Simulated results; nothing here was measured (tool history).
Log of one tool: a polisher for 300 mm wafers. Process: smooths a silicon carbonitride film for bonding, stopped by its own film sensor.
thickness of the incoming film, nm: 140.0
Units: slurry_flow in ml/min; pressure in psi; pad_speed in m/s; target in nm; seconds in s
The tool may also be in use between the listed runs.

Run 1, hour 0: slurry_flow 185 ml/min, pressure 2.3 psi, pad_speed 0.8 m/s, slurry_solids 1, target 123 nm. Result: seconds 73.308 s.
Run 2, hour 8.7: slurry_flow 185 ml/min, pressure 2.1 psi, pad_speed 0.8 m/s, slurry_solids 1, target 123 nm. Result: seconds 78.567 s.
Run 3, hour 10.8: slurry_flow 185 ml/min, pressure 2.6 psi, pad_speed 0.8 m/s, slurry_solids 1, target 123 nm. Result: seconds 68.528 s.
Run 4, hour 15.1: slurry_flow 185 ml/min, pressure 3 psi, pad_speed 0.8 m/s, slurry_solids 1, target 123 nm. Result: seconds 59.93 s.
Run 5, hour 18: slurry_flow 185 ml/min, pressure 3 psi, pad_speed 0.98 m/s, slurry_solids 1, target 123 nm. Result: seconds 49.224 s.
Run 6, hour 25.3: slurry_flow 140 ml/min, pressure 3 psi, pad_speed 0.98 m/s, slurry_solids 1, target 123 nm. Result: seconds 53.464 s.
Run 7, hour 28.2: slurry_flow 140 ml/min, pressure 2.7 psi, pad_speed 0.94 m/s, slurry_solids 1, target 123 nm. Result: seconds 60.225 s.
Run 8, hour 36.1: slurry_flow 140 ml/min, pressure 2.5 psi, pad_speed 0.9 m/s, slurry_solids 1, target 123 nm. Result: seconds 68.034 s.
Run 9, hour 39.8: slurry_flow 140 ml/min, pressure 1.9 psi, pad_speed 0.84 m/s, slurry_solids 1, target 123 nm. Result: seconds 87.214 s.
Run 10, hour 42.4: slurry_flow 140 ml/min, pressure 1.8 psi, pad_speed 0.84 m/s, slurry_solids 1, target 123 nm. Result: seconds 90.019 s.
Run 11, hour 48.9: slurry_flow 140 ml/min, pressure 1.7 psi, pad_speed 0.84 m/s, slurry_solids 1, target 123 nm. Result: seconds 92.542 s.

Forecast run 12:
Run 12, hour 51.1: slurry_flow 140 ml/min, pressure 1.6 psi, pad_speed 0.84 m/s, slurry_solids 1, target 123 nm. Result: seconds ?.

seconds: 97.664 s

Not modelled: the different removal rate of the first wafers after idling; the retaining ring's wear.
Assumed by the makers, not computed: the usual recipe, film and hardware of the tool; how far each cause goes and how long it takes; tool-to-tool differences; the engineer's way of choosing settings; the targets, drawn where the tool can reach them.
